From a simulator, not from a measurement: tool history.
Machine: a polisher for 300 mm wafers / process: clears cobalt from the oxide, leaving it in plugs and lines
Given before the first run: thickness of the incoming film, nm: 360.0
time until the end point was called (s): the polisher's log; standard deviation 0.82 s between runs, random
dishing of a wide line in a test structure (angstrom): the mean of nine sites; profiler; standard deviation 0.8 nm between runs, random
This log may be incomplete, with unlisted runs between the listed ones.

run,hour,flow of slurry (ml/min),pressure of the wafer on the pad (kPa),speed of the pad under the wafer (m/s),overpolish time after the end point (s),time until the end point was called (s),dishing of a wide line in a test structure (angstrom)
1,0.0,140,11.0,1.06,21,73.921,471.31
2,6.8,140,9.7,1.06,21,84.399,434.39
3,11.9,140,10.3,1.06,21,78.754,458.77
4,15.8,140,10.3,1.06,17,77.929,406.12
5,24.3,140,10.3,1.32,17,64.314,448.66
6,29.1,175,10.3,1.32,17,58.862,462.03
7,33.6,175,11.0,1.32,18,58.147,488.92
8,40.8,175,11.7,1.32,18,53.441,497.00
9,48.5,175,13.1,1.34,20,48.525,527.61

Expected results for the next run?
10,54.8,175,13.1,1.34,21,?,?

time until the end point was called (s): 46.290
dishing of a wide line in a test structure (angstrom): 541.85
